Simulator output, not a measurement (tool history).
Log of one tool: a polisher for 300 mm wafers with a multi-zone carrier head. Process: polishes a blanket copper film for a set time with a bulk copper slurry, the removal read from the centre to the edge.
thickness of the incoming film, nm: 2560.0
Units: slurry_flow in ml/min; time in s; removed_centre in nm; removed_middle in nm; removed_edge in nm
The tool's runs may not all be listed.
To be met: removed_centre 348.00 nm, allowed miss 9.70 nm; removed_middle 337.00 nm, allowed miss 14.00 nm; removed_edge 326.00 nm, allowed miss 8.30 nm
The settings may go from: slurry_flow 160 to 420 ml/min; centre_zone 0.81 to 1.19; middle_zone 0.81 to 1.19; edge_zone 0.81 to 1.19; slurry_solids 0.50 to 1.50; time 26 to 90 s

run  hour  slurry_flow  centre_zone  middle_zone  edge_zone  slurry_solids  time  removed_centre  removed_middle  removed_edge
  1   0.0          270         1.00         1.00       1.00           1.00    58          356.16          357.99        377.70
  2   1.1          270         1.00         1.00       1.00           0.80    58          330.60          341.57        348.89
  3   9.2          270         1.07         1.00       1.00           0.80    58          346.55          340.58        352.85
  4  17.6          270         1.07         1.00       0.99           0.80    58          343.18          335.04        348.22
  5  24.9          270         1.07         0.93       0.99           0.80    58          345.16          315.18        352.21
  6  29.9          270         1.07         0.93       0.99           0.80    51          304.76          279.50        307.74
  7  35.5          275         1.08         0.95       0.99           0.80    51          302.46          286.63        308.02
  8  44.2          280         1.09         0.96       0.99           0.80    51          310.32          284.47        310.63
  9  47.1          285         1.10         0.98       0.99           0.80    51          311.38          297.09        310.63
 10  54.3          290         1.11         0.99       0.99           0.80    51          314.36          295.43        309.06
 11  58.2          330         1.17         1.09       1.03           1.00    51          356.03          355.01        343.79
 12  63.1          325         1.17         1.09       1.02           1.00    51          351.86          345.90        338.44
 13  69.3          320         1.17         1.09       1.02           1.00    51          354.75          352.60        343.04
 14  71.7          315         1.17         1.05       0.94           0.90    51          336.09          320.81        317.10

4 next moves are on the table. One of them brings every result within its allowed miss. Which?
  A  74.1          310         1.10         1.07       0.97           1.00    50               ?               ?             ?
  B  74.1          310         1.02         0.97       1.00           0.95    52               ?               ?             ?
  C  74.1          245         1.17         1.17       0.81           0.65    60               ?               ?             ?
  D  74.1          335         1.16         1.05       0.94           0.95    51               ?               ?             ?

move  removed_centre  removed_middle  removed_edge
   A          332.20          332.32        323.79
   B          324.33          315.61        335.73
   C          346.93          358.59        305.58
   D          347.00          330.75        322.47
A: further off than the last run
B: further off than the last run
C: brings the result that was furthest off to its target, and leaves another outside
D: meets every target
The right move is D.
